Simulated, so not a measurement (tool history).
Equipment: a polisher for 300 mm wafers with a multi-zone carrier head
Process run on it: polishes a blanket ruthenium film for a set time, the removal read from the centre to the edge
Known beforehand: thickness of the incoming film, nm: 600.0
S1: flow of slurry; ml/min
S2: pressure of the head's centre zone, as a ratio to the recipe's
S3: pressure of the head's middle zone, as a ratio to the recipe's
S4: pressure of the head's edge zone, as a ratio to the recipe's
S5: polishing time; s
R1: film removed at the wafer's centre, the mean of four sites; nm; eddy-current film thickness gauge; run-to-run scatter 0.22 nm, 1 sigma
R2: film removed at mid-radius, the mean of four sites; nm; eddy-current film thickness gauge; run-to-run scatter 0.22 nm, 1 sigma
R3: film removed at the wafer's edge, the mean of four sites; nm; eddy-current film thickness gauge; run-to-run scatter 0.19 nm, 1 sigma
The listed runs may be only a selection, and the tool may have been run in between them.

run  hour   S1    S2    S3    S4  S5      R1      R2      R3
  1   0.0  145  1.00  1.00  1.00  56  43.497  43.705  43.110
  2   4.0  145  1.00  1.00  1.05  56  43.178  43.811  43.862
  3   8.4  140  1.00  0.98  1.04  52  39.619  40.492  41.029
  4  14.8  135  1.02  0.96  1.02  48  37.489  36.583  36.518
  5  23.2  135  1.02  0.96  1.08  48  36.927  36.538  38.149
  6  29.2  135  0.97  0.96  1.08  48  35.271  36.308  38.021
  7  38.3  130  0.99  0.94  1.09  45  34.241  33.498  35.713
  8  45.2  125  1.00  0.92  1.09  43  32.373  30.699  34.093
  9  50.6  120  1.00  0.91  1.07  42  31.729  29.335  32.851
 10  55.4  120  0.99  0.90  1.04  41  30.245  28.531  31.750
 11  63.7  115  1.00  0.89  1.02  40  29.535  27.348  30.534

What does the tool deliver on the next run?
 12  68.4  110  1.01  0.88  1.00  39   ?   ?   ?

R1: 28.364 nm
R2: 26.530 nm
R3: 29.179 nm
